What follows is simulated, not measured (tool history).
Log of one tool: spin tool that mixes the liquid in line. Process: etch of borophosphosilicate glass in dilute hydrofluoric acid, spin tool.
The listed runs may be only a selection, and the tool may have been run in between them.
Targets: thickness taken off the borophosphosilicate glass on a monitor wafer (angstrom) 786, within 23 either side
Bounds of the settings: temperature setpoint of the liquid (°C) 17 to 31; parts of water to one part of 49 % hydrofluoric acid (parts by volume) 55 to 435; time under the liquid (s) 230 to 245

run,hour,temperature setpoint of the liquid (°C),parts of water to one part of 49 % hydrofluoric acid (parts by volume),time under the liquid (s),thickness taken off the borophosphosilicate glass on a monitor wafer (angstrom)
1,0,23,245,230,329.85
2,6.6,25.5,205,230,455.12
3,7.4,25.5,270,230,322.08
4,11.8,27,225,230,424.93
5,17,27,225,230,421.52
6,24.9,27,225,230,424.57
7,28.7,28,195,230,523.06
8,31.5,29,175,230,616.12
9,32.9,29.5,165,230,684.55
10,40.4,30,160,230,720.48
11,42.7,30.5,155,230,755.56

Which of these 5 next moves meets every target?
A,45,30.5,150,230,?
B,45,26,150,245,?
C,45,31,165,230,?
D,45,30.5,165,230,?
E,45,31,170,245,?

move,thickness taken off the borophosphosilicate glass on a monitor wafer (angstrom)
A,786.81
B,710.84
C,713.82
D,701.35
E,733.2
A: all results in spec
B: its largest miss is bigger than the last run's
C: its largest miss is bigger than the last run's
D: its largest miss is bigger than the last run's
E: its largest miss is bigger than the last run's
The move that meets every target is A.
